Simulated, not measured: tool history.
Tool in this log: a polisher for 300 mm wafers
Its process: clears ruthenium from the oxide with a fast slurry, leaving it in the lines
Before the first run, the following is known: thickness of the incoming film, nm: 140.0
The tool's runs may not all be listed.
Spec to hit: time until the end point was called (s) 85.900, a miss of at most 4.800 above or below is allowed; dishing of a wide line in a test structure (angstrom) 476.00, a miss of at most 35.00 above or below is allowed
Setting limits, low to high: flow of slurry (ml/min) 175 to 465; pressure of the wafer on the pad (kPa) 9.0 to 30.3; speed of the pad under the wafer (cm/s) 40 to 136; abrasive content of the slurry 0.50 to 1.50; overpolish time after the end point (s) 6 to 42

run,hour,flow of slurry (ml/min),pressure of the wafer on the pad (kPa),speed of the pad under the wafer (cm/s),abrasive content of the slurry,overpolish time after the end point (s),time until the end point was called (s),dishing of a wide line in a test structure (angstrom)
1,0.0,295,19.3,88,1.00,21,38.253,580.94
2,0.7,295,19.3,70,1.00,21,44.321,508.03
3,1.8,295,19.3,70,1.15,21,43.143,538.69
4,8.5,295,19.3,84,1.15,21,38.302,605.64
5,10.7,295,19.3,84,1.15,13,37.640,381.94
6,12.9,295,17.9,80,1.15,15,41.370,392.17
7,21.2,295,17.2,76,1.15,17,46.696,414.93
8,28.2,295,16.5,74,1.15,18,47.614,424.56
9,34.3,295,16.5,74,1.15,18,47.123,410.37
10,42.2,295,15.9,70,1.15,20,51.240,446.61
# hour 44.3: head pressure recalibrated
11,44.3,295,15.2,68,1.15,21,58.794,395.94
12,49.7,295,14.5,68,1.15,22,61.038,402.56
13,54.2,295,13.8,68,1.15,23,65.169,394.36
14,58.9,295,13.8,68,1.15,24,62.901,414.26
15,62.1,295,13.1,68,1.15,25,67.565,427.26

5 candidate next runs follow, results not yet known. Just one meets every target within its allowed miss. Identify it.
A,65.3,305,9.0,68,1.05,42,?,?
B,65.3,300,12.4,62,0.75,36,?,?
C,65.3,240,9.7,60,1.10,42,?,?
D,65.3,260,13.8,76,1.10,21,?,?
E,65.3,280,10.3,64,1.25,30,?,?

move,time until the end point was called (s),dishing of a wide line in a test structure (angstrom)
A,100.010,459.77
B,87.674,450.64
C,101.530,453.65
D,61.804,379.88
E,86.299,387.86
A: pushes the last run's worst result past its target
B: in spec on every target
C: pushes the last run's worst result past its target
D: its largest miss is bigger than the last run's
E: gets the furthest-off result to its target, but another result is out of tolerance
B meets every target.

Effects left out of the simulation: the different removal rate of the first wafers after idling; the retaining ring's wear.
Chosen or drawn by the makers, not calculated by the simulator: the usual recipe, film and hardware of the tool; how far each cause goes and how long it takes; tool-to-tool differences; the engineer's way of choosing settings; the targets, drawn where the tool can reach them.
